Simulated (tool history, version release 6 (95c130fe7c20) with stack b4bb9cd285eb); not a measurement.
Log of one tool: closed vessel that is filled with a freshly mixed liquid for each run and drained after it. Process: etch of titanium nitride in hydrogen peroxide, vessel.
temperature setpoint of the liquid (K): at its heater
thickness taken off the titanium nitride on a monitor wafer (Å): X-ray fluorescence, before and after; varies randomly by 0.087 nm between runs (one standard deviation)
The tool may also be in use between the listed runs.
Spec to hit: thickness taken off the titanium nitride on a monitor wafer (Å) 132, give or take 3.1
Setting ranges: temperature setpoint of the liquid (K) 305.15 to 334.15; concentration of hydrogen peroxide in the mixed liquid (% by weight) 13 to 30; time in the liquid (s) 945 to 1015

| run | hour | temperature setpoint of the liquid (K) | concentration of hydrogen peroxide in the mixed liquid (% by weight) | time in the liquid (s) | thickness taken off the titanium nitride on a monitor wafer (Å) |
|---|---|---|---|---|---|
| 1 | 0 | 318.15 | 25 | 945 | 314.61 |
| 2 | 2.3 | 318.15 | 20.5 | 945 | 306.02 |
| 3 | 5.4 | 318.15 | 20.5 | 1015 | 328.97 |
| 4 | 10.9 | 313.65 | 20.5 | 1015 | 232.36 |
| 5 | 12.2 | 313.65 | 24.5 | 1015 | 241.25 |
| 6 | 14.7 | 313.65 | 24.5 | 1015 | 245.06 |
| 7 | 17.9 | 310.65 | 24.5 | 1015 | 192.51 |
| 8 | 25.5 | 305.15 | 24.5 | 1015 | 123.53 |

Which one of the following 5 next-run settings gets every result inside its allowed miss? There is exactly one.
| A | 33.1 | 306.15 | 27 | 975 | ? |
| B | 33.1 | 307.15 | 20 | 1010 | ? |
| C | 33.1 | 306.65 | 24 | 1005 | ? |
| D | 33.1 | 305.65 | 25 | 965 | ? |
| E | 33.1 | 305.15 | 24 | 945 | ? |

| move | thickness taken off the titanium nitride on a monitor wafer (Å) |
|---|---|
| A | 133.24 |
| B | 140.13 |
| C | 139.34 |
| D | 124.55 |
| E | 116.1 |
A: hits every target within its allowed miss
B: carries the result that was furthest off beyond its target, to the other side
C: carries the result that was furthest off beyond its target, to the other side
D: nearer than the last run, and not there yet
E: moves away from the targets compared with the last run
Move A is the one to make.
